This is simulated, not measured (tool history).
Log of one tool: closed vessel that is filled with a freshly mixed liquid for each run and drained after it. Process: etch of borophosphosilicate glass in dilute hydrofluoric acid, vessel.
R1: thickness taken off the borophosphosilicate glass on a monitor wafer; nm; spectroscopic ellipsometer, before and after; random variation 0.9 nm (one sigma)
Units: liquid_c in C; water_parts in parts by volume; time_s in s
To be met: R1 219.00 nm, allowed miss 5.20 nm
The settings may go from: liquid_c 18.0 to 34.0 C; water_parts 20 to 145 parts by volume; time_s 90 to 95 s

run 1 hour=0.0 | liquid_c=26.0 water_parts=80 time_s=90 | R1=101.54
run 2 hour=5.1 | liquid_c=28.0 water_parts=70 time_s=90 | R1=126.78
run 3 hour=9.9 | liquid_c=29.5 water_parts=65 time_s=90 | R1=147.50
run 4 hour=13.4 | liquid_c=29.5 water_parts=65 time_s=90 | R1=146.72
run 5 hour=21.7 | liquid_c=30.5 water_parts=60 time_s=90 | R1=164.97
run 6 hour=29.2 | liquid_c=30.5 water_parts=80 time_s=90 | R1=121.56
run 7 hour=30.1 | liquid_c=31.5 water_parts=70 time_s=90 | R1=145.67
run 8 hour=37.5 | liquid_c=32.0 water_parts=65 time_s=90 | R1=161.98
run 9 hour=43.1 | liquid_c=32.5 water_parts=60 time_s=90 | R1=179.09
run 10 hour=47.2 | liquid_c=33.0 water_parts=55 time_s=90 | R1=201.86
run 11 hour=55.8 | liquid_c=33.5 water_parts=55 time_s=90 | R1=205.28
run 12 hour=58.3 | liquid_c=34.0 water_parts=55 time_s=90 | R1=208.83
run 13 hour=59.1 | liquid_c=34.0 water_parts=50 time_s=90 | R1=231.99

4 next moves are on the table. One of them brings every result within its allowed miss. Which?
run A hour=59.9 | liquid_c=34.0 water_parts=55 time_s=95 | R1=?
run B hour=59.9 | liquid_c=32.5 water_parts=45 time_s=90 | R1=?
run C hour=59.9 | liquid_c=30.0 water_parts=45 time_s=95 | R1=?
run D hour=59.9 | liquid_c=34.0 water_parts=50 time_s=95 | R1=?

move=A R1=219.42
move=B R1=243.93
move=C R1=233.53
move=D R1=243.40
A: meets every target
B: further off than the last run
C: further off than the last run
D: further off than the last run
Answer: A
